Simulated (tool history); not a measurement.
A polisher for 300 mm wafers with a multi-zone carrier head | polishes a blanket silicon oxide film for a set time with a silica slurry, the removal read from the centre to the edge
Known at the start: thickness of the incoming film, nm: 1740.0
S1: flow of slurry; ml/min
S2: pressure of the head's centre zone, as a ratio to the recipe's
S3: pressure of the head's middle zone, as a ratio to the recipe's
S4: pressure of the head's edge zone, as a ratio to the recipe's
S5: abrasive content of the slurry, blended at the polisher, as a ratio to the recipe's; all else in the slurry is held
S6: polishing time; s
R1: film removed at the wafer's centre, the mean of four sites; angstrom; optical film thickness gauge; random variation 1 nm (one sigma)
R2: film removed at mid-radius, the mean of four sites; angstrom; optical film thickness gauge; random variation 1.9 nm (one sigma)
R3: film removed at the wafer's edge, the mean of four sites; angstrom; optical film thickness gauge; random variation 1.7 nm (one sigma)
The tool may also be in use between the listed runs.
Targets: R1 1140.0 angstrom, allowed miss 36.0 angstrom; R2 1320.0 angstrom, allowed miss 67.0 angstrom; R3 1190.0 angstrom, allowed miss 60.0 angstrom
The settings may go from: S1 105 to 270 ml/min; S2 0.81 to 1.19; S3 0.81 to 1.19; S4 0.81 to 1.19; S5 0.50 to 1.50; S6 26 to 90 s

| run | hour | S1 | S2 | S3 | S4 | S5 | S6 | R1 | R2 | R3 |
|---|---|---|---|---|---|---|---|---|---|---|
| 1 | 0.0 | 175 | 1.00 | 1.00 | 1.00 | 1.00 | 58 | 1565.8 | 1560.9 | 1667.3 |
| 2 | 4.7 | 175 | 1.00 | 1.00 | 1.00 | 0.85 | 58 | 1504.5 | 1533.6 | 1579.0 |
| 3 | 8.2 | 210 | 1.00 | 1.00 | 1.00 | 0.85 | 58 | 1566.0 | 1575.2 | 1659.7 |
| 4 | 10.1 | 230 | 1.00 | 1.00 | 1.00 | 0.85 | 58 | 1607.2 | 1612.4 | 1689.8 |
| 5 | 16.0 | 230 | 1.00 | 1.00 | 1.00 | 0.75 | 58 | 1567.2 | 1501.2 | 1619.3 |
| 6 | 23.5 | 210 | 0.97 | 1.03 | 0.96 | 0.70 | 58 | 1455.7 | 1538.8 | 1492.0 |
| 7 | 30.8 | 210 | 0.97 | 1.03 | 0.96 | 0.70 | 58 | 1500.0 | 1546.1 | 1516.7 |
| 8 | 31.6 | 195 | 0.93 | 1.02 | 0.94 | 0.65 | 57 | 1346.0 | 1432.1 | 1399.6 |
| 9 | 34.4 | 180 | 0.91 | 1.02 | 0.92 | 0.60 | 57 | 1234.5 | 1363.0 | 1376.5 |
| 10 | 41.0 | 175 | 0.91 | 1.04 | 0.90 | 0.55 | 56 | 1182.2 | 1353.1 | 1271.3 |
| 11 | 49.1 | 170 | 0.91 | 1.04 | 0.89 | 0.55 | 56 | 1194.7 | 1333.5 | 1294.6 |
| 12 | 52.6 | 170 | 0.91 | 1.05 | 0.88 | 0.55 | 55 | 1164.2 | 1304.3 | 1253.9 |

5 next moves are on the table. One of them brings every result within its allowed miss. Which?
| A | 56.1 | 250 | 1.10 | 1.11 | 0.81 | 0.60 | 44 | ? | ? | ? |
| B | 56.1 | 185 | 0.99 | 1.11 | 0.87 | 0.50 | 53 | ? | ? | ? |
| C | 56.1 | 175 | 0.99 | 1.09 | 0.84 | 0.50 | 55 | ? | ? | ? |
| D | 56.1 | 175 | 0.90 | 1.07 | 0.81 | 0.75 | 50 | ? | ? | ? |
| E | 56.1 | 195 | 1.05 | 1.19 | 0.83 | 0.60 | 47 | ? | ? | ? |

| move | R1 | R2 | R3 |
|---|---|---|---|
| A | 1256.2 | 1236.9 | 1044.9 |
| B | 1217.9 | 1335.2 | 1186.3 |
| C | 1242.5 | 1344.1 | 1199.8 |
| D | 1143.5 | 1331.0 | 1187.6 |
| E | 1210.8 | 1330.8 | 1085.1 |
A: takes the result that was furthest off past its target
B: brings the result that was furthest off to its target, and leaves another outside
C: brings the result that was furthest off to its target, and leaves another outside
D: meets every target
E: takes the result that was furthest off past its target
The right move is D.
